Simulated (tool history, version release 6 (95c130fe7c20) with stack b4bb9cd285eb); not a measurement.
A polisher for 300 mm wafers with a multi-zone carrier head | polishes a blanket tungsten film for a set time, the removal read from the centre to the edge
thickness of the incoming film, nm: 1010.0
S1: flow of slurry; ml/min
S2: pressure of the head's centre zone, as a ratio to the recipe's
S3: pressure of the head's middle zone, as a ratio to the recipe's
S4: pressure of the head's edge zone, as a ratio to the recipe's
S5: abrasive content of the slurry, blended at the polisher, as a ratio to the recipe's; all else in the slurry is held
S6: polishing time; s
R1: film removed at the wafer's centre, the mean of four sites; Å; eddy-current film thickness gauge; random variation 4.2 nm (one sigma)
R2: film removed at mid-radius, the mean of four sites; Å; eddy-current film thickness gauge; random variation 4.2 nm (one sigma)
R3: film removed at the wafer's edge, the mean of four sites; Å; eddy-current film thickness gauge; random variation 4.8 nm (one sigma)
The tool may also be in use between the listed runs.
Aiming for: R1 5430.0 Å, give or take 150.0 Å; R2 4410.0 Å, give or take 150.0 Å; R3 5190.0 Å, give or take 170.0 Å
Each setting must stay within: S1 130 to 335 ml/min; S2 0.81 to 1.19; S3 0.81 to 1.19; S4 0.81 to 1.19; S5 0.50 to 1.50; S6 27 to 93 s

run  hour   S1    S2    S3    S4    S5  S6      R1      R2      R3
  1   0.0  215  1.00  1.00  1.00  1.00  59  4081.3  3992.6  3875.0
  2   3.1  220  1.01  0.99  1.02  1.05  60  4226.6  4148.8  4100.2
  3   8.7  220  0.94  0.99  1.02  1.05  60  3900.1  4068.1  4079.7
  4  15.8  220  0.94  0.99  1.02  0.85  60  3702.6  3837.0  3914.0
  5  21.7  220  0.86  0.99  1.02  0.85  60  3456.0  3898.5  3866.8
  6  29.0  225  0.90  0.98  1.04  0.90  60  3671.5  3989.4  3958.5
  7  36.9  210  0.92  0.96  1.06  0.95  61  3736.1  3989.9  4162.8
  8  37.8  215  0.95  0.95  1.07  1.00  61  3987.1  3996.9  4131.2
  9  39.2  205  0.96  0.93  1.08  1.05  62  4091.8  3913.9  4226.5
 10  43.0  205  0.97  0.92  1.09  1.10  63  4326.6  4054.3  4417.1
 11  50.8  210  0.98  0.91  1.10  1.15  63  4383.1  3995.5  4461.3
 12  58.4  215  0.99  0.91  1.11  1.20  63  4424.6  4120.0  4554.7

Of the 4 settings listed for the next run, only one would bring every result within its allowed miss of target. Which one?
  A  66.0  185  0.94  0.84  1.16  1.30  77   ?   ?   ?
  B  66.0  300  1.18  0.95  0.96  1.40  53   ?   ?   ?
  C  66.0  190  1.06  0.86  1.11  1.00  75   ?   ?   ?
  D  66.0  205  0.93  0.88  1.17  1.05  78   ?   ?   ?

move      R1      R2      R3
   A  5145.4  4676.3  5819.4
   B  4852.7  3849.6  3876.6
   C  5369.6  4402.6  5249.4
   D  5010.4  4772.3  5714.6
A: an improvement on the last run, though not all results are within tolerance
B: the biggest miss grows against the last run
C: each result inside its tolerance
D: an improvement on the last run, though not all results are within tolerance
C is the move that brings every result within its allowed miss.
